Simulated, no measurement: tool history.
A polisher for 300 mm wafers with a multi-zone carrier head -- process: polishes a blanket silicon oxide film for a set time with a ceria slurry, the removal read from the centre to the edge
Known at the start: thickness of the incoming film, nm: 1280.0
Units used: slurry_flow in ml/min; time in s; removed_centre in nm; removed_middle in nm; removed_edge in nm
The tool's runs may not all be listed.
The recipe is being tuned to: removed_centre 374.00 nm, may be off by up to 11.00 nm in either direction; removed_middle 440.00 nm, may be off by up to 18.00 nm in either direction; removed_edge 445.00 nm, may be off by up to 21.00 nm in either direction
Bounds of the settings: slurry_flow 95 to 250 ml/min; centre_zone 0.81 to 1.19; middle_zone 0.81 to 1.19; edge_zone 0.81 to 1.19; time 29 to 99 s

{"run": 1, "hour": 0.0, "slurry_flow": 160, "centre_zone": 1.0, "middle_zone": 1.0, "edge_zone": 1.0, "time": 64, "removed_centre": 467.14, "removed_middle": 460.65, "removed_edge": 468.94}
{"run": 2, "hour": 6.6, "slurry_flow": 150, "centre_zone": 0.96, "middle_zone": 1.0, "edge_zone": 1.0, "time": 64, "removed_centre": 428.64, "removed_middle": 452.63, "removed_edge": 441.56}
{"run": 3, "hour": 11.9, "slurry_flow": 150, "centre_zone": 0.96, "middle_zone": 1.0, "edge_zone": 0.94, "time": 64, "removed_centre": 436.19, "removed_middle": 447.88, "removed_edge": 427.49}
{"run": 4, "hour": 16.1, "slurry_flow": 150, "centre_zone": 0.96, "middle_zone": 1.0, "edge_zone": 0.94, "time": 78, "removed_centre": 530.0, "removed_middle": 546.91, "removed_edge": 530.86}
{"run": 5, "hour": 23.2, "slurry_flow": 135, "centre_zone": 0.92, "middle_zone": 0.97, "edge_zone": 0.95, "time": 76, "removed_centre": 483.78, "removed_middle": 515.14, "removed_edge": 507.25}
{"run": 6, "hour": 26.4, "slurry_flow": 135, "centre_zone": 1.0, "middle_zone": 0.97, "edge_zone": 0.95, "time": 76, "removed_centre": 525.94, "removed_middle": 517.11, "removed_edge": 516.25}
{"run": 7, "hour": 29.7, "slurry_flow": 125, "centre_zone": 0.95, "middle_zone": 0.96, "edge_zone": 0.96, "time": 74, "removed_centre": 468.77, "removed_middle": 484.18, "removed_edge": 493.43}
{"run": 8, "hour": 30.9, "slurry_flow": 120, "centre_zone": 0.91, "middle_zone": 0.95, "edge_zone": 0.96, "time": 73, "removed_centre": 436.36, "removed_middle": 481.92, "removed_edge": 488.53}
{"run": 9, "hour": 33.0, "slurry_flow": 120, "centre_zone": 0.91, "middle_zone": 0.95, "edge_zone": 0.96, "time": 73, "removed_centre": 440.55, "removed_middle": 477.32, "removed_edge": 483.73}
{"run": 10, "hour": 38.7, "slurry_flow": 105, "centre_zone": 0.81, "middle_zone": 0.93, "edge_zone": 0.91, "time": 69, "removed_centre": 355.04, "removed_middle": 421.45, "removed_edge": 436.47}
{"run": 11, "hour": 39.4, "slurry_flow": 135, "centre_zone": 0.83, "middle_zone": 0.94, "edge_zone": 0.91, "time": 69, "removed_centre": 395.19, "removed_middle": 461.27, "removed_edge": 459.94}
{"run": 12, "hour": 43.3, "slurry_flow": 130, "centre_zone": 0.83, "middle_zone": 0.94, "edge_zone": 0.91, "time": 69, "removed_centre": 396.56, "removed_middle": 456.77, "removed_edge": 442.67}

Below are 5 possible settings for the next run. Only one of them brings all results inside the allowed miss of their targets. Which is it?
{"run": "A", "hour": 47.2, "slurry_flow": 145, "centre_zone": 0.83, "middle_zone": 0.95, "edge_zone": 0.85, "time": 69, "removed_centre": "?", "removed_middle": "?", "removed_edge": "?"}
{"run": "B", "hour": 47.2, "slurry_flow": 155, "centre_zone": 0.94, "middle_zone": 1.07, "edge_zone": 0.85, "time": 59, "removed_centre": "?", "removed_middle": "?", "removed_edge": "?"}
{"run": "C", "hour": 47.2, "slurry_flow": 230, "centre_zone": 0.87, "middle_zone": 1.14, "edge_zone": 0.81, "time": 60, "removed_centre": "?", "removed_middle": "?", "removed_edge": "?"}
{"run": "D", "hour": 47.2, "slurry_flow": 215, "centre_zone": 0.87, "middle_zone": 1.14, "edge_zone": 0.81, "time": 59, "removed_centre": "?", "removed_middle": "?", "removed_edge": "?"}
{"run": "E", "hour": 47.2, "slurry_flow": 140, "centre_zone": 0.82, "middle_zone": 0.92, "edge_zone": 0.93, "time": 66, "removed_centre": "?", "removed_middle": "?", "removed_edge": "?"}

move=A removed_centre=398.47 removed_middle=465.55 removed_edge=452.12
move=B removed_centre=392.75 removed_middle=433.34 removed_edge=390.11
move=C removed_centre=397.36 removed_middle=489.35 removed_edge=407.67
move=D removed_centre=386.78 removed_middle=476.81 removed_edge=398.13
move=E removed_centre=373.10 removed_middle=433.62 removed_edge=447.10
A: misses by more than the last run did
B: misses by more than the last run did
C: misses by more than the last run did
D: misses by more than the last run did
E: in spec on every target
E is the move that brings every result within its allowed miss.
